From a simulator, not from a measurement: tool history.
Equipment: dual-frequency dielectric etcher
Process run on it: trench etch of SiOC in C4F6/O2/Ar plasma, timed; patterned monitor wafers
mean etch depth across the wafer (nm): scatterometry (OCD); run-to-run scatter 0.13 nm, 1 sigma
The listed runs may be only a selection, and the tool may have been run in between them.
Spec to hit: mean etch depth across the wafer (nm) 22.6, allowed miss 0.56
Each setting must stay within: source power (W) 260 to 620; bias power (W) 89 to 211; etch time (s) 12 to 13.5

run  hour  source power (W)  bias power (W)  etch time (s)  mean etch depth across the wafer (nm)
  1     0               440             150           13.5                                 24.953
  2   8.6               420             148           13.5                                 24.863
  3    12               400             144           13.5                                 24.516
  4  17.8               480             144           13.5                                 25.549
  5    21               460             139           13.5                                 24.944
  6  26.7               440             135           13.5                                 24.493
  7  28.1               430             131           13.5                                 24.513
  8  29.4               420             127           13.5                                   24.1
  9  34.8               410             124           13.5                                 23.727
 10  42.7               400             122           13.5                                 23.804
 11  46.1               390             119           13.5                                 23.361

Which one of the following 4 next-run settings gets every result inside its allowed miss? There is exactly one.
  A  49.5               420             137           12.5                                      ?
  B  49.5               320             107           13.5                                      ?
  C  49.5               400             149             13                                      ?
  D  49.5               340              89           13.5                                      ?

move  mean etch depth across the wafer (nm)
   A                                  22.52
   B                                 21.588
   C                                 23.504
   D                                 21.263
A: every result within its allowed miss
B: pushes the last run's worst result past its target
C: misses by more than the last run did
D: pushes the last run's worst result past its target
So the answer is move A, the one that meets all the targets.

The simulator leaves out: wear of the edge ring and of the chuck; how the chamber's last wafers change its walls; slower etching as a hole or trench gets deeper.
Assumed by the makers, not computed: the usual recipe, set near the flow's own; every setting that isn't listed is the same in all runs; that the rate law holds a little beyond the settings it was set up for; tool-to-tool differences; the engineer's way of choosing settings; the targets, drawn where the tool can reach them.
